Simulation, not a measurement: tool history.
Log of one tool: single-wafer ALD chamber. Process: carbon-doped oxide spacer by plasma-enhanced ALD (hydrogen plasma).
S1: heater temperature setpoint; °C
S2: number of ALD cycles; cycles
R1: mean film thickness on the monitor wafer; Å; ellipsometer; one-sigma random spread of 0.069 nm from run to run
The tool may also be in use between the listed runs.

{"run": 1, "hour": 0.0, "S1": 390, "S2": 583, "R1": 293.39}
{"run": 2, "hour": 4.0, "S1": 390, "S2": 640, "R1": 323.83}
{"run": 3, "hour": 6.6, "S1": 390, "S2": 581, "R1": 294.13}
{"run": 4, "hour": 8.9, "S1": 381, "S2": 581, "R1": 293.95}
{"hour": 16.8, "done": "thermocouple changed; heater temperature recalibrated"}
{"run": 5, "hour": 16.8, "S1": 381, "S2": 546, "R1": 276.23}
{"run": 6, "hour": 21.6, "S1": 381, "S2": 520, "R1": 261.95}
{"run": 7, "hour": 27.8, "S1": 381, "S2": 503, "R1": 254.13}
{"run": 8, "hour": 33.3, "S1": 381, "S2": 490, "R1": 247.46}

What will run 9 give?
{"run": 9, "hour": 35.1, "S1": 381, "S2": 481, "R1": "?"}

R1: 241.8 Å
